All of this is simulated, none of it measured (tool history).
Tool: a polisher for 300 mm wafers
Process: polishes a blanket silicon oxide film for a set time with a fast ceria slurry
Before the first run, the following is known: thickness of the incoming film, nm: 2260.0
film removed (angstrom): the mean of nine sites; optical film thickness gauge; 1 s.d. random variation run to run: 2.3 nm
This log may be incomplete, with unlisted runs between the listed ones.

| run | hour | flow of slurry (ml/min) | pressure of the wafer on the pad (kPa) | speed of the pad under the wafer (cm/s) | polishing time (s) | film removed (angstrom) |
|---|---|---|---|---|---|---|
| 1 | 0.0 | 155 | 21.4 | 90 | 32 | 4876.2 |
| 2 | 8.1 | 155 | 21.4 | 78 | 32 | 4289.1 |
| 3 | 14.0 | 155 | 21.4 | 78 | 28 | 3742.0 |
| 4 | 18.4 | 150 | 20.7 | 78 | 28 | 3627.0 |
| 5 | 19.5 | 140 | 20.0 | 78 | 28 | 3407.9 |
| 6 | 21.5 | 135 | 20.0 | 78 | 28 | 3410.7 |

Predict the results of run 7:
|  | 27.5 | worn pad replaced by a new one |
| 7 | 27.5 | 125 | 20.0 | 78 | 28 | ? |

For run 7 the tool returned film removed (angstrom) 3609.9.

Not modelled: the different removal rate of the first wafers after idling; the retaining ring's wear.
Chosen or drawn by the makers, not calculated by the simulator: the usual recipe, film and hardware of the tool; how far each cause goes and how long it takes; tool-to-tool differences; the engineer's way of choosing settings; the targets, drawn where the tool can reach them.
